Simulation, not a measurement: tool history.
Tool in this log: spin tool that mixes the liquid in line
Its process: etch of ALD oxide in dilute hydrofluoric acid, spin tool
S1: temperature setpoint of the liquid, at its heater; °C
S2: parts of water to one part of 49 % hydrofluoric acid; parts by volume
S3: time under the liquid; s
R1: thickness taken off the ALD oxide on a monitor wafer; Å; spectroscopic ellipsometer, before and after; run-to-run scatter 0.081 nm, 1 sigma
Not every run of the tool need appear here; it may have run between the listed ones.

Run 1, hour 0.0: S1 24.0 °C, S2 230 parts by volume, S3 75 s. Result: R1 96.673 Å.
Run 2, hour 1.0: S1 24.0 °C, S2 230 parts by volume, S3 75 s. Result: R1 97.156 Å.
Run 3, hour 7.9: S1 26.0 °C, S2 195 parts by volume, S3 75 s. Result: R1 128.600 Å.
Run 4, hour 14.9: S1 27.5 °C, S2 175 parts by volume, S3 75 s. Result: R1 154.510 Å.
Run 5, hour 16.2: S1 29.0 °C, S2 165 parts by volume, S3 75 s. Result: R1 175.100 Å.
Run 6, hour 17.7: S1 29.0 °C, S2 215 parts by volume, S3 75 s. Result: R1 126.820 Å.
Run 7, hour 19.5: S1 30.0 °C, S2 190 parts by volume, S3 75 s. Result: R1 152.280 Å.
Run 8, hour 21.6: S1 30.0 °C, S2 190 parts by volume, S3 75 s. Result: R1 152.880 Å.

The next listed run, before its measurement:
Run 9, hour 25.0: S1 30.5 °C, S2 175 parts by volume, S3 75 s. Result: R1 ?.

R1: 170.440 Å
